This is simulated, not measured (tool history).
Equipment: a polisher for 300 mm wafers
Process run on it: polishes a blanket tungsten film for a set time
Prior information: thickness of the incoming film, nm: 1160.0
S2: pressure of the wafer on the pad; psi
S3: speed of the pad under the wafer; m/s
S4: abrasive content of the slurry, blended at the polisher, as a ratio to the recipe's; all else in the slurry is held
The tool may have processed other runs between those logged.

Run 1, hour 0.0: flow of slurry (ml/min) 255, S2 4.8 psi, S3 1.14 m/s, S4 1.0, polishing time (s) 77. Result: film removed (angstrom) 4387.6.
Run 2, hour 8.8: flow of slurry (ml/min) 255, S2 4.4 psi, S3 1.14 m/s, S4 1.0, polishing time (s) 77. Result: film removed (angstrom) 4163.9.
Run 3, hour 12.4: flow of slurry (ml/min) 255, S2 4.4 psi, S3 0.94 m/s, S4 1.0, polishing time (s) 77. Result: film removed (angstrom) 3443.5.
Run 4, hour 16.2: flow of slurry (ml/min) 255, S2 4.2 psi, S3 0.94 m/s, S4 1.0, polishing time (s) 77. Result: film removed (angstrom) 3233.1.
Run 5, hour 20.0: flow of slurry (ml/min) 310, S2 4.2 psi, S3 0.94 m/s, S4 1.0, polishing time (s) 77. Result: film removed (angstrom) 3257.2.
Run 6, hour 24.5: flow of slurry (ml/min) 310, S2 4.2 psi, S3 0.94 m/s, S4 1.0, polishing time (s) 81. Result: film removed (angstrom) 3473.1.
Run 7, hour 27.7: flow of slurry (ml/min) 310, S2 4.0 psi, S3 0.94 m/s, S4 1.0, polishing time (s) 81. Result: film removed (angstrom) 3325.0.
Run 8, hour 31.2: flow of slurry (ml/min) 310, S2 3.9 psi, S3 0.94 m/s, S4 1.0, polishing time (s) 81. Result: film removed (angstrom) 3308.4.
Run 9, hour 37.1: flow of slurry (ml/min) 310, S2 3.8 psi, S3 0.94 m/s, S4 1.0, polishing time (s) 81. Result: film removed (angstrom) 3137.6.

Forecast run 10:
Run 10, hour 44.3: flow of slurry (ml/min) 310, S2 3.7 psi, S3 0.94 m/s, S4 1.0, polishing time (s) 81. Result: film removed (angstrom) ?.

film removed (angstrom): 3081.6
